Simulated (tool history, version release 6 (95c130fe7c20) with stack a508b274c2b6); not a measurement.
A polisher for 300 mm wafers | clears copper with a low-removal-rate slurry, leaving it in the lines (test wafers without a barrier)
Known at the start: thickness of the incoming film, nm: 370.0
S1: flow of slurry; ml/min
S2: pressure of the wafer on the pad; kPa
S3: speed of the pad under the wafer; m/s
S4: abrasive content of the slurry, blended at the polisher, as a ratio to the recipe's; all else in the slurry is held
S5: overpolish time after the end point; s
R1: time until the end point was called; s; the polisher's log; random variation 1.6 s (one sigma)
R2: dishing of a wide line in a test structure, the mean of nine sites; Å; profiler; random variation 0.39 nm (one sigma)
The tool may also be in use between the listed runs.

| run | day | S1 | S2 | S3 | S4 | S5 | R1 | R2 |
|---|---|---|---|---|---|---|---|---|
| 1 | 0.000 | 120 | 20.7 | 0.90 | 1.0 | 14 | 110.710 | 310.17 |
| 2 | 0.121 | 120 | 20.7 | 1.00 | 1.0 | 14 | 98.233 | 332.13 |
| 3 | 0.404 | 120 | 19.3 | 1.00 | 1.0 | 13 | 105.980 | 281.85 |
| 4 | 0.496 | 120 | 19.3 | 1.00 | 1.0 | 9 | 106.610 | 211.05 |
| 5 | 0.721 | 120 | 19.3 | 1.00 | 0.9 | 9 | 108.100 | 202.11 |
| 6 | 1.088 | 135 | 19.3 | 1.00 | 0.9 | 9 | 105.800 | 210.02 |
| 7 | 1.238 | 130 | 18.6 | 1.00 | 0.9 | 9 | 111.250 | 203.36 |
| 8 | 1.558 | 130 | 17.9 | 1.00 | 0.9 | 9 | 114.210 | 193.78 |
| 9 | 1.704 | 125 | 17.2 | 1.00 | 0.9 | 9 | 121.840 | 182.75 |
| 10 | 1.971 | 120 | 16.5 | 1.00 | 0.9 | 9 | 125.870 | 172.79 |

Forecast run 11:
| 11 | 2.000 | 105 | 13.1 | 0.98 | 0.9 | 12 | ? | ? |

R1: 166.230 s
R2: 175.90 Å
